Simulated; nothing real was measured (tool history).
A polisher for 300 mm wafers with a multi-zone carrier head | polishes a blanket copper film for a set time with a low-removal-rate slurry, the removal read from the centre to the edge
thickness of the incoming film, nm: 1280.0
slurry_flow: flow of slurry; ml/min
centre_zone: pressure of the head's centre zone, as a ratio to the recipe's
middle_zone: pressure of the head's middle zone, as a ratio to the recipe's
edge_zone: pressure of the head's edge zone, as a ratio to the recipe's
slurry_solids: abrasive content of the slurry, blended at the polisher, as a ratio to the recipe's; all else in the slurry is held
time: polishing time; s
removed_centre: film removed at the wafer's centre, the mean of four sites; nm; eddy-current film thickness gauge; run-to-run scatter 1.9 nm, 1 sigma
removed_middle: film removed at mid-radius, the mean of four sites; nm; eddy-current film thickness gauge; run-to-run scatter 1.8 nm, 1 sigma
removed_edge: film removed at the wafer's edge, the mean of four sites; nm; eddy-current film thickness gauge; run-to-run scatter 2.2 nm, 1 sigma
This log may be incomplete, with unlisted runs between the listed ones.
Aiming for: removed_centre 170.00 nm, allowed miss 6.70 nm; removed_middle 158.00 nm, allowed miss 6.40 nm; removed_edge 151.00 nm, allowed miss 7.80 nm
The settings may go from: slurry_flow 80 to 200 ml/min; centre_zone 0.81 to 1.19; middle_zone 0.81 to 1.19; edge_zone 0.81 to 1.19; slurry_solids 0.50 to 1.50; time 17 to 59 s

run,hour,slurry_flow,centre_zone,middle_zone,edge_zone,slurry_solids,time,removed_centre,removed_middle,removed_edge
1,0.0,130,1.00,1.00,1.00,1.00,38,118.47,114.25,118.14
2,4.6,130,1.00,1.00,1.00,0.90,38,119.28,113.05,118.75
3,12.6,140,1.04,1.04,1.03,0.95,40,129.45,126.71,130.58
4,19.5,140,1.04,0.98,1.03,0.95,40,130.44,120.67,127.68
5,20.4,150,1.08,1.00,1.02,1.00,41,142.68,129.00,131.95
6,22.8,160,1.11,1.03,1.03,1.05,42,152.69,133.95,137.88
7,31.6,165,1.11,1.07,1.02,1.10,43,155.82,146.82,140.47
8,35.2,170,1.12,1.08,1.03,1.15,43,160.88,148.70,145.29
9,41.8,175,1.13,1.09,1.03,1.15,43,160.95,149.04,144.97

Exactly one of the 5 candidate moves below puts every result within its allowed miss. Which one?
A,48.4,155,1.13,1.10,1.06,1.20,50,?,?,?
B,48.4,160,1.13,1.00,1.15,1.10,50,?,?,?
C,48.4,170,1.19,1.15,0.94,1.05,48,?,?,?
D,48.4,160,1.18,1.14,1.12,1.50,42,?,?,?
E,48.4,200,1.17,1.09,0.87,1.20,47,?,?,?

move,removed_centre,removed_middle,removed_edge
A,188.16,172.70,167.35
B,187.05,158.28,172.10
C,189.57,172.01,152.13
D,171.18,155.55,149.30
E,191.70,168.26,150.41
A: takes the biggest miss from the last run beyond its target
B: the furthest-off result lands on target, but another misses its tolerance
C: takes the biggest miss from the last run beyond its target
D: in spec on every target
E: takes the biggest miss from the last run beyond its target
Move D is the one to make.
